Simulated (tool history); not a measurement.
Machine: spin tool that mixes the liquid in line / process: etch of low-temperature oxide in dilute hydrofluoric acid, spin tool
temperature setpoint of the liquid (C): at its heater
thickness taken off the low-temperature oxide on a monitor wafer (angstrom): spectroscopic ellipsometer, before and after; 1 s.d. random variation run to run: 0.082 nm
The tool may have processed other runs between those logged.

run    day  temperature setpoint of the liquid (C)  parts of water to one part of 49 % hydrofluoric acid (parts by volume)  time under the liquid (s)  thickness taken off the low-temperature oxide on a monitor wafer (angstrom)
  1      0                                      20                                                                     110                         85                                                                       128.35
  2  0.329                                      20                                                                     110                         85                                                                       127.69
  3  0.596                                      22                                                                     110                         85                                                                       138.69
  4  0.904                                    23.5                                                                     110                         85                                                                       147.45
  5  0.988                                    24.5                                                                     110                         85                                                                        151.9
  6  1.042                                    24.5                                                                     145                         85                                                                       111.26
  7  1.262                                    25.5                                                                     135                         85                                                                       125.33

What will run 8 give?
  8  1.608                                      26                                                                     130                         85                                                                            ?

{"run 8": {"thickness taken off the low-temperature oxide on a monitor wafer (angstrom)": 134.18}}
